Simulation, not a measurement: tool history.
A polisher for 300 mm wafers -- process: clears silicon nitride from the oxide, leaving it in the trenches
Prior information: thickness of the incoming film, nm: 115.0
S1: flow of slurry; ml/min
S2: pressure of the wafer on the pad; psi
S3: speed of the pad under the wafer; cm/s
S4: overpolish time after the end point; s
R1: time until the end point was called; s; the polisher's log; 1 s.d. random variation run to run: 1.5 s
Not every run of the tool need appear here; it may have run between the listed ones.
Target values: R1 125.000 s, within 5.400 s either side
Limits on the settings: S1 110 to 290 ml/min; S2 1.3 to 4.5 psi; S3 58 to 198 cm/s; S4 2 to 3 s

run	hour	S1	S2	S3	S4	R1
1	0.0	185	2.9	128	3	90.856
2	6.7	185	2.6	128	3	101.090
3	12.6	155	2.6	128	3	102.430
4	18.0	190	2.6	128	3	96.975
5	25.7	175	2.4	128	3	107.350
6	27.9	175	2.4	128	2	107.520
7	28.5	175	2.4	128	2	106.980
8	37.5	170	1.9	126	2	132.480
9	39.3	175	1.9	126	2	134.060

Which single option among these 4 for the next run brings every result within its allowed miss of target? Just one does.
A	41.1	190	1.7	132	2	?
B	41.1	205	1.5	144	2	?
C	41.1	170	2.1	126	2	?
D	41.1	180	2.4	86	2	?

move	R1
A	137.570
B	138.310
C	122.920
D	156.950
A: further off than the last run
B: further off than the last run
C: in spec on every target
D: further off than the last run
So the answer is move C, the one that meets all the targets.
